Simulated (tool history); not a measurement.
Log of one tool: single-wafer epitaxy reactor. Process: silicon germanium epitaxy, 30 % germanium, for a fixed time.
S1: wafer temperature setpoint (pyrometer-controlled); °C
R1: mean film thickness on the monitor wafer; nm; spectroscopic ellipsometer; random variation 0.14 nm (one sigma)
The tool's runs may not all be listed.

Run 1, day 0.000: S1 580 °C, chamber pressure (Torr) 27.6. Result: R1 44.989 nm.
Run 2, day 0.154: S1 582 °C, chamber pressure (Torr) 27.7. Result: R1 46.858 nm.
Run 3, day 0.300: S1 589 °C, chamber pressure (Torr) 27.7. Result: R1 52.412 nm.
Run 4, day 0.475: S1 590 °C, chamber pressure (Torr) 27.8. Result: R1 53.568 nm.
Run 5, day 0.529: S1 591 °C, chamber pressure (Torr) 27.9. Result: R1 54.425 nm.
Run 6, day 0.792: S1 581 °C, chamber pressure (Torr) 27.9. Result: R1 46.045 nm.
Run 7, day 1.017: S1 583 °C, chamber pressure (Torr) 28.0. Result: R1 47.865 nm.
Run 8, day 1.362: S1 585 °C, chamber pressure (Torr) 28.1. Result: R1 49.561 nm.
Run 9, day 1.712: S1 587 °C, chamber pressure (Torr) 28.2. Result: R1 51.293 nm.
Run 10, day 1.892: S1 589 °C, chamber pressure (Torr) 28.3. Result: R1 53.085 nm.
Run 11, day 2.175: S1 590 °C, chamber pressure (Torr) 28.4. Result: R1 53.746 nm.
Run 12, day 2.333: S1 591 °C, chamber pressure (Torr) 28.5. Result: R1 55.048 nm.

The next listed run, before its measurement:
Run 13, day 2.362: S1 592 °C, chamber pressure (Torr) 28.5. Result: R1 ?.

R1: 55.811 nm

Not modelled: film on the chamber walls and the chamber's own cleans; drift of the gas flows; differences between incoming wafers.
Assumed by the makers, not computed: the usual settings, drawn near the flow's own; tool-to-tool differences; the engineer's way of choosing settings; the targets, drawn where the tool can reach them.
